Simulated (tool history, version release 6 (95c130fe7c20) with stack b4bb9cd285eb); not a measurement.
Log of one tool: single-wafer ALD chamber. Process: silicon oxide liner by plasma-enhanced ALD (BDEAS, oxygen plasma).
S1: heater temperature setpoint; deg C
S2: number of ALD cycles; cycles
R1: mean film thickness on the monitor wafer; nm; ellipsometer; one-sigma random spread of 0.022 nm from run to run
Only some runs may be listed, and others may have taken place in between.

run 1 hour=0 | S1=325 S2=75 | R1=7.0703
run 2 hour=9 | S1=324 S2=79 | R1=7.4123
run 3 hour=12.7 | S1=317 S2=79 | R1=7.4778
run 4 hour=18.5 | S1=317 S2=82 | R1=7.7362
run 5 hour=21.5 | S1=317 S2=85 | R1=8.0862
run 6 hour=22.2 | S1=317 S2=87 | R1=8.2505
run 7 hour=28.9 | S1=317 S2=88 | R1=8.3633

What will run 8 give?
run 8 hour=30.4 | S1=317 S2=89 | R1=?

R1: 8.4493 nm
